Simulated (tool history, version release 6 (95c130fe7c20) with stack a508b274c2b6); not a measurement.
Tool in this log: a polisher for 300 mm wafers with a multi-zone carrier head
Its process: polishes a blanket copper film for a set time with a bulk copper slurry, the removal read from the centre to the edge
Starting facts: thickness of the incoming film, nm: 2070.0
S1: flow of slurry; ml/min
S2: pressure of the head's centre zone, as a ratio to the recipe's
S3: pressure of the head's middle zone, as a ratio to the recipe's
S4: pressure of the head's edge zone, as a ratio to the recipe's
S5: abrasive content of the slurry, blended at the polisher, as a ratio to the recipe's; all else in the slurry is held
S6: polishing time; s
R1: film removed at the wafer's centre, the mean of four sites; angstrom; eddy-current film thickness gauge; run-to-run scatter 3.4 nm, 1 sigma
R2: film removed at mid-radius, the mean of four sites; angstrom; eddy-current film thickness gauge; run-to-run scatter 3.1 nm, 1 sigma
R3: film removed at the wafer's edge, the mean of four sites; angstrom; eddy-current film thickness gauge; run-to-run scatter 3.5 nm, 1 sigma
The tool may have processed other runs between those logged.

run,hour,S1,S2,S3,S4,S5,S6,R1,R2,R3
1,0.0,285,1.00,1.00,1.00,1.00,72,5775.0,5859.6,6029.9
2,4.5,280,0.98,0.96,0.99,0.90,66,5104.3,5025.1,5357.1
3,7.2,280,0.98,0.88,0.99,0.90,66,5141.4,4690.9,5375.2
4,12.6,280,0.98,0.88,0.99,0.90,73,5663.5,5240.1,6039.7
5,13.4,280,0.98,0.88,1.03,0.90,73,5595.7,5286.1,6071.7
6,17.7,280,0.98,0.88,0.98,0.90,73,5552.8,5265.3,5912.3
7,19.0,240,0.91,0.81,0.92,0.65,53,3450.4,3208.4,3805.2
8,23.5,235,0.91,0.81,0.91,0.65,53,3402.4,3180.0,3776.0
9,28.9,230,0.91,0.81,0.90,0.65,53,3462.2,3193.4,3795.7
10,32.5,230,0.90,0.81,0.89,0.65,53,3365.0,3223.3,3720.0

Run 11, settings as shown, results not yet in. Your forecast:
11,33.7,225,0.90,0.81,0.89,0.65,53,?,?,?

{"run 11": {"R1": 3415.2, "R2": 3242.9, "R3": 3772.3}}

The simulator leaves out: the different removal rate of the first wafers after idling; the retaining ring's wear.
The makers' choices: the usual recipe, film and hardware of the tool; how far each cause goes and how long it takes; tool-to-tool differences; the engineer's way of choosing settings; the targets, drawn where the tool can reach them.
